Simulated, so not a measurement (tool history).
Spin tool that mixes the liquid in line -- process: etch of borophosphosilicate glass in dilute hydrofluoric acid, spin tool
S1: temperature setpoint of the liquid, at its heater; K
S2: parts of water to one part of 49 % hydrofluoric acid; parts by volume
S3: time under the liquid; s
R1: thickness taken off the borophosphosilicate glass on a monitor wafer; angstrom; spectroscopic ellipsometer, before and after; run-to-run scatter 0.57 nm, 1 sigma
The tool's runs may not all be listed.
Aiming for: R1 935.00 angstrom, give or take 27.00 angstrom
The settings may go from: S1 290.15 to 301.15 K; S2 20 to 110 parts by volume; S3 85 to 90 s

run	day	S1	S2	S3	R1
1	0.000	293.15	60	85	484.58
2	0.192	294.65	55	85	565.25
3	0.325	295.65	50	85	651.27
4	0.446	295.65	50	85	650.24
# day 0.792: hydrofluoric acid flow meter replaced
5	0.792	295.65	30	85	1204.20
6	0.933	295.65	20	85	1825.00
7	1.183	295.15	25	85	1408.90
8	1.225	294.15	25	85	1367.80
9	1.342	290.15	40	85	707.18
10	1.375	291.15	40	85	736.37
11	1.729	292.15	40	85	769.89
12	1.833	292.65	40	85	781.16
13	2.175	293.15	40	85	807.49
14	2.542	293.65	40	85	819.42
15	2.767	294.15	40	85	836.58

4 candidate next runs follow, results not yet known. Just one meets every target within its allowed miss. Identify it.
A	2.992	294.15	40	90	?
B	2.992	293.65	40	90	?
C	2.992	299.65	45	85	?
D	2.992	293.15	45	85	?

move	R1
A	891.17
B	872.42
C	933.66
D	712.61
A: moves toward the targets from the last run without getting all of them in spec
B: moves toward the targets from the last run without getting all of them in spec
C: hits every target within its allowed miss
D: its largest miss is bigger than the last run's
The right move is C.
